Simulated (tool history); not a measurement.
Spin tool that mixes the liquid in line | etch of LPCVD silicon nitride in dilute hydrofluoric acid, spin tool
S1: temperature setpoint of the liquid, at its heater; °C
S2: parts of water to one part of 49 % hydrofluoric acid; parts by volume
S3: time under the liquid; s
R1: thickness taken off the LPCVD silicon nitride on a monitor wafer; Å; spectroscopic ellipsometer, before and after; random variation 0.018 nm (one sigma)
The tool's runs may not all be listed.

run	hour	S1	S2	S3	R1
1	0.0	22.0	65	50	3.1762
2	1.8	25.0	65	50	3.8107
3	5.1	25.0	45	50	5.6081
4	13.4	25.0	45	25	2.8061
5	18.1	26.0	40	30	4.1185
6	24.3	26.5	35	30	4.6406
7	25.5	27.0	30	30	5.4905

The next listed run, before its measurement:
8	30.5	27.5	30	30	?

R1: 6.0639 Å

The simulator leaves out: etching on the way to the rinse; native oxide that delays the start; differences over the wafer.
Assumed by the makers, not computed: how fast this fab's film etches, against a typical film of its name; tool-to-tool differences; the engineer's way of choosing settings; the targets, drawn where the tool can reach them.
